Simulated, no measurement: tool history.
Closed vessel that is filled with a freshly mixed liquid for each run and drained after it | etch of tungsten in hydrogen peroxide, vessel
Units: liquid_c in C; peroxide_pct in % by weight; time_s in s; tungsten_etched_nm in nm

run,hour,liquid_c,peroxide_pct,time_s,tungsten_etched_nm
1,0,49,26,30,51.563
2,3.2,49,26,30,51.96
3,7.8,47.5,26,30,47.223
4,13.7,47.5,21.5,30,43.243
5,18,46,21.5,30,38.659
6,26.8,46,23.5,30,40.84

Run 7 comes next. What will it give?
7,32,45,23.5,30,?

Run 7 gave tungsten_etched_nm 37.937 nm.
